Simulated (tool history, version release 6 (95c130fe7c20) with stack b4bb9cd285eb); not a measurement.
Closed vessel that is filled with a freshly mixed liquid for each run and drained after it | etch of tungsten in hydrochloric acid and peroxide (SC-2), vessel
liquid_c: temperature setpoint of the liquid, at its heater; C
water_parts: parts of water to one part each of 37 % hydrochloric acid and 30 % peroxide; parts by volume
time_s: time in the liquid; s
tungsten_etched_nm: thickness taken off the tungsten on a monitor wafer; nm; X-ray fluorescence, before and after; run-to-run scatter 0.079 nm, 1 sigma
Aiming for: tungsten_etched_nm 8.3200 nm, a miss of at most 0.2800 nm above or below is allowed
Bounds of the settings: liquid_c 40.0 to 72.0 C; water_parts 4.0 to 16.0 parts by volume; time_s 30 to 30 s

run  hour  liquid_c  water_parts  time_s  tungsten_etched_nm
  1   0.0      56.0          9.0      30              5.8242
  2   6.3      50.5          9.0      30              4.0957
  3   9.7      50.5          9.0      30              4.1048
  4  13.6      52.5          9.0      30              4.7369
  5  17.2      54.0          9.0      30              5.1790
  6  20.9      54.0         11.5      30              4.1635
  7  23.2      56.0         11.5      30              4.7914
  8  26.7      64.0         11.5      30              7.9461

Next run, 5 choices. One meets every target within its allowed miss, the rest don't. Which?
  A  30.2      59.5          8.5      30                   ?
  B  30.2      68.0         14.5      30                   ?
  C  30.2      64.5         12.5      30                   ?
  D  30.2      63.0         11.0      30                   ?
  E  30.2      63.5         11.5      30                   ?

move  tungsten_etched_nm
   A              7.5501
   B              8.0937
   C              7.4539
   D              7.5831
   E              7.5304
A: further off than the last run
B: every result within its allowed miss
C: further off than the last run
D: further off than the last run
E: further off than the last run
The move that meets every target is B.
